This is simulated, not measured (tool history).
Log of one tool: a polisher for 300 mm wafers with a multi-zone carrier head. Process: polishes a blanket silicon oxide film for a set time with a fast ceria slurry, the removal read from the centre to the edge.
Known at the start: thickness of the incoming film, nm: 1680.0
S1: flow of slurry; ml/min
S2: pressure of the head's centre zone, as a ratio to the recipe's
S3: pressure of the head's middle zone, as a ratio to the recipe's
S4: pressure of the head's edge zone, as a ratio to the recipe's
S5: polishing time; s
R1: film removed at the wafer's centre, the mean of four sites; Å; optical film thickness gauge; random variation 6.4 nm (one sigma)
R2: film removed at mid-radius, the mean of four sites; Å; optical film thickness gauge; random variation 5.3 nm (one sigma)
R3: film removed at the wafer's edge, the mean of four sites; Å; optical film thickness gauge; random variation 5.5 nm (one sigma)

run,hour,S1,S2,S3,S4,S5,R1,R2,R3
1,0,140,1,1,1,40,4979.4,5038.7,5006.9
2,4.8,140,1.08,1,1,40,5290.7,4999.7,4929.7
3,6.3,145,1.08,0.99,1.02,41,5544.8,5215.6,5195.6
4,8.9,145,1.02,0.99,1.02,41,5113.8,5136.4,5196.9
5,10.6,150,1.04,0.98,1.04,42,5515,5273,5358.7
6,15.3,150,0.96,0.98,1.04,42,5102.2,5291.2,5392.6
7,23.3,155,0.97,0.97,1.06,43,5261.1,5414.1,5518.7
8,25,155,0.98,0.96,1.07,44,5491.7,5436.1,5767.1
9,25.8,160,0.99,0.96,1.08,44,5503.4,5471.1,5814.5
10,31.1,165,1,0.96,1.09,44,5669.3,5416.8,5878.9
11,37.9,170,1.01,0.97,1.1,44,5716,5546.3,5805
12,45.3,170,1.01,0.97,1.11,45,5883.7,5636.1,6010.1

Forecast run 13:
13,47.3,175,1.01,0.97,1.12,45,?,?,?

R1: 5826.7 Å
R2: 5680.9 Å
R3: 6057.8 Å
